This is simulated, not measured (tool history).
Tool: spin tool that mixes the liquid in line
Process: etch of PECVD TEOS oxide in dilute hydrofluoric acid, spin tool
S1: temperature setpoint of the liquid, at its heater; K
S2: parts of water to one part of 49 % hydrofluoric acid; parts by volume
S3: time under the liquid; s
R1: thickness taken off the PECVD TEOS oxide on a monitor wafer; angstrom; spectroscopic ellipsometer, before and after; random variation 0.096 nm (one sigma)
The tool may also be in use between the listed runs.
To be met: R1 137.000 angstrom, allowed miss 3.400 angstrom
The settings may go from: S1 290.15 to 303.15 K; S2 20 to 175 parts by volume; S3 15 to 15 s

run 1 day=0.000 | S1=295.15 S2=95 S3=15 | R1=37.554
run 2 day=0.025 | S1=296.15 S2=85 S3=15 | R1=43.935
run 3 day=0.125 | S1=296.15 S2=100 S3=15 | R1=36.574
run 4 day=0.483 | S1=296.65 S2=90 S3=15 | R1=42.158
run 5 day=0.533 | S1=297.15 S2=85 S3=15 | R1=45.931
run 6 day=0.671 | S1=297.15 S2=85 S3=15 | R1=45.008
run 7 day=0.967 | S1=297.65 S2=80 S3=15 | R1=49.925
run 8 day=1.129 | S1=298.15 S2=75 S3=15 | R1=55.098
run 9 day=1.300 | S1=298.65 S2=70 S3=15 | R1=60.319

Which of these 4 next moves meets every target?
run A day=1.471 | S1=303.15 S2=25 S3=15 | R1=?
run B day=1.471 | S1=300.65 S2=35 S3=15 | R1=?
run C day=1.471 | S1=296.15 S2=50 S3=15 | R1=?
run D day=1.471 | S1=300.15 S2=50 S3=15 | R1=?

move=A R1=213.650
move=B R1=135.850
move=C R1=77.445
move=D R1=91.185
A: takes the result that was furthest off past its target
B: meets every target
C: nearer than the last run, and not there yet
D: nearer than the last run, and not there yet
Answer: B

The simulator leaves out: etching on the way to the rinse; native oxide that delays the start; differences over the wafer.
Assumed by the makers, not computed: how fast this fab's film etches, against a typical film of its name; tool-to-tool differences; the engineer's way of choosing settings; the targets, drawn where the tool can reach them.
